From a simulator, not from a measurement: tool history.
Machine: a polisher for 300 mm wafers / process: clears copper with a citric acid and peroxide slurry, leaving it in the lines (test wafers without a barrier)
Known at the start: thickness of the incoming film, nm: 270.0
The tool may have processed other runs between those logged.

| run | hour | flow of slurry (ml/min) | pressure of the wafer on the pad (psi) | speed of the pad under the wafer (cm/s) | abrasive content of the slurry | overpolish time after the end point (s) | time until the end point was called (s) | dishing of a wide line in a test structure (angstrom) |
|---|---|---|---|---|---|---|---|---|
| 1 | 0.0 | 205 | 3.7 | 126 | 1.0 | 19 | 81.294 | 439.49 |
| 2 | 2.9 | 205 | 3.7 | 126 | 1.0 | 24 | 82.640 | 517.44 |
| 3 | 6.7 | 205 | 3.7 | 126 | 1.0 | 28 | 82.468 | 592.45 |
| 4 | 13.4 | 215 | 3.9 | 126 | 1.0 | 27 | 78.891 | 608.53 |
| 5 | 19.6 | 215 | 3.9 | 98 | 1.0 | 27 | 94.993 | 509.47 |
| 6 | 27.9 | 215 | 4.0 | 98 | 1.0 | 27 | 91.776 | 523.95 |
| 7 | 31.6 | 215 | 4.1 | 98 | 1.0 | 27 | 88.785 | 550.58 |
| 8 | 39.2 | 215 | 4.1 | 98 | 1.0 | 27 | 90.220 | 546.13 |

Estimate the outcome of run 9 from the log above:
| 9 | 40.7 | 215 | 4.2 | 98 | 1.0 | 27 | ? | ? |

{"run 9": {"time until the end point was called (s)": 89.432, "dishing of a wide line in a test structure (angstrom)": 549.5}}

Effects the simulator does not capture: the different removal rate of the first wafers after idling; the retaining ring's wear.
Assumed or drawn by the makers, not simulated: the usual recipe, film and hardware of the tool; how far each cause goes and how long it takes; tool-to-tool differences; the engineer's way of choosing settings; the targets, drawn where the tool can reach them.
